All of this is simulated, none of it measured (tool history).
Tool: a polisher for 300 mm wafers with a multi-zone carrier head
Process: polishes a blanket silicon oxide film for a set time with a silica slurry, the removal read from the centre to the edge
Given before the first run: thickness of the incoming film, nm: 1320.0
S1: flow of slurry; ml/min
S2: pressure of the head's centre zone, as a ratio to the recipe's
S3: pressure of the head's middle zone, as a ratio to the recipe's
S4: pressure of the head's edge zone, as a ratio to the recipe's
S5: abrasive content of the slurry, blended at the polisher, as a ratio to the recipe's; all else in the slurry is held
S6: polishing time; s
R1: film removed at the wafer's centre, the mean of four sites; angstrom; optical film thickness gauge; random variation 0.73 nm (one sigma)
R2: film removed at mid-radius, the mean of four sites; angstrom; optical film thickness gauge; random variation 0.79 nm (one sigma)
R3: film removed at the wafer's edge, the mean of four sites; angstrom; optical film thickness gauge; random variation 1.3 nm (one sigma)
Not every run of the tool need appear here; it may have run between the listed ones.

run	hour	S1	S2	S3	S4	S5	S6	R1	R2	R3
1	0.0	135	1.00	1.00	1.00	1.00	83	2040.6	1999.4	1959.2
2	5.8	135	1.00	1.00	1.07	1.00	83	2020.3	1990.2	2002.1
3	7.3	135	1.00	1.00	1.07	1.15	83	2137.6	2120.9	2095.3
4	8.8	135	1.00	1.00	1.07	1.05	83	2067.1	2062.6	2055.3
5	12.2	135	1.00	1.00	1.07	1.05	68	1702.0	1649.5	1667.9
6	17.6	135	0.99	1.01	1.03	0.95	66	1574.2	1579.8	1555.8

Predict the results of run 7:
7	26.2	135	0.99	1.01	0.99	0.85	65	?	?	?

{"run 7": {"R1": 1466.2, "R2": 1467.9, "R3": 1447.1}}
